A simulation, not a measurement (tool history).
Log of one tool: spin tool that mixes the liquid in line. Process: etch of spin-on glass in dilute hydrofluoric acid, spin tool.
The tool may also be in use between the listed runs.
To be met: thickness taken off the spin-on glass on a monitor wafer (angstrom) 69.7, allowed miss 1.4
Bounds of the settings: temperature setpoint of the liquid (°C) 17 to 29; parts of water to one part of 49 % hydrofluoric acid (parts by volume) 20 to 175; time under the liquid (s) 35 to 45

run	hour	temperature setpoint of the liquid (°C)	parts of water to one part of 49 % hydrofluoric acid (parts by volume)	time under the liquid (s)	thickness taken off the spin-on glass on a monitor wafer (angstrom)
1	0	21	95	45	96.926
2	8.1	21	95	35	75.085
3	14.3	23.5	95	35	83.465
4	19.9	23.5	70	35	116.66
5	26.9	23.5	70	45	149.45
6	27.7	22.5	75	45	132.77
7	30.9	21.5	80	45	118.49
8	32.1	21	85	45	109.58
# hour 32.9: hydrofluoric acid flow meter replaced
9	32.9	20.5	90	45	93.266
10	41.4	20	90	45	92.394
11	44.9	19.5	90	45	89.893
12	47.1	19	90	45	88.228
13	52.9	18.5	90	45	86.156
14	54.8	17.5	95	45	78.235

4 next moves are on the table. One of them brings every result within its allowed miss. Which?
A	56.7	18.5	105	40	?
B	56.7	20	100	40	?
C	56.7	17	90	40	?
D	56.7	23.5	130	45	?

move	thickness taken off the spin-on glass on a monitor wafer (angstrom)
A	65.341
B	73.391
C	72.73
D	70.608
A: takes the result that was furthest off past its target
B: nearer than the last run, and not there yet
C: nearer than the last run, and not there yet
D: meets every target
Answer: D
